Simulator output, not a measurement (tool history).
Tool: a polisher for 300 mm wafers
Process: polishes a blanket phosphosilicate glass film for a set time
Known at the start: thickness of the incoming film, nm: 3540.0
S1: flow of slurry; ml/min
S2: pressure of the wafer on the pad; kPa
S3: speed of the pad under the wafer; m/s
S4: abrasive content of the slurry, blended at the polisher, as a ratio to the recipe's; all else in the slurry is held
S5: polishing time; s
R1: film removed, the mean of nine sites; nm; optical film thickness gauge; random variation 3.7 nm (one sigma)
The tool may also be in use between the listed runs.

run	hour	S1	S2	S3	S4	S5	R1
1	0.0	270	16.5	1.22	1.00	83	634.84
2	3.9	270	15.2	1.20	1.00	83	589.21
3	7.2	270	13.8	1.16	1.00	83	541.59
4	9.7	270	16.5	1.16	1.00	83	598.95
5	16.6	270	16.5	1.16	0.85	83	570.64
6	17.5	270	16.5	1.16	0.65	83	493.84
7	24.5	270	16.5	1.16	0.65	83	498.23
8	33.2	270	15.2	1.16	0.65	83	460.03
9	39.9	270	14.5	1.16	0.65	83	451.20
10	48.3	270	13.8	1.16	0.65	83	435.31

Forecast run 11:
11	52.7	270	13.1	1.16	0.65	83	?

R1: 435.01 nm
